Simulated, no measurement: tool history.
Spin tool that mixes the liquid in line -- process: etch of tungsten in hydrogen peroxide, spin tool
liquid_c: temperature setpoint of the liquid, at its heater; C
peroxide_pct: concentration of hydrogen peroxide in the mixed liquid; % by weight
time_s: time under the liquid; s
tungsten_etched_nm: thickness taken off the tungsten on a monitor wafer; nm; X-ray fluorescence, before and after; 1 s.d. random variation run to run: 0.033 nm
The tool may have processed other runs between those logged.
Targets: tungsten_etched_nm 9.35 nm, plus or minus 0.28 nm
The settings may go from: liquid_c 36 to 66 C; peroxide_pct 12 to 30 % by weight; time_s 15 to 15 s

run  hour  liquid_c  peroxide_pct  time_s  tungsten_etched_nm
  1     0        52            21      15               25.08
  2   1.6        52            23      15              26.368
  3   3.5        52            19      15               23.89
  4  10.2        52            19      15              23.965
  5  11.7        52            19      15              23.957
  6  20.6        48            19      15              18.864
  7  25.2        40          18.5      15              11.203
  8  28.2        39          18.5      15              10.359
  9    34        39          18.5      15              10.415
 10    35      38.5          18.5      15              10.061
 11    39        38          18.5      15              9.7503
 12  45.6        38          18.5      15              9.6988

Below are 4 possible settings for the next run. Only one of them brings all results inside the allowed miss of their targets. Which is it?
  A  52.2      37.5          18.5      15                   ?
  B  52.2      41.5            13      15                   ?
  C  52.2      36.5          23.5      15                   ?
  D  52.2      38.5            19      15                   ?

move  tungsten_etched_nm
   A              9.4095
   B              10.242
   C              9.9243
   D              10.186
A: all results in spec
B: its largest miss is bigger than the last run's
C: its largest miss is bigger than the last run's
D: its largest miss is bigger than the last run's
Go with A: it meets all targets.

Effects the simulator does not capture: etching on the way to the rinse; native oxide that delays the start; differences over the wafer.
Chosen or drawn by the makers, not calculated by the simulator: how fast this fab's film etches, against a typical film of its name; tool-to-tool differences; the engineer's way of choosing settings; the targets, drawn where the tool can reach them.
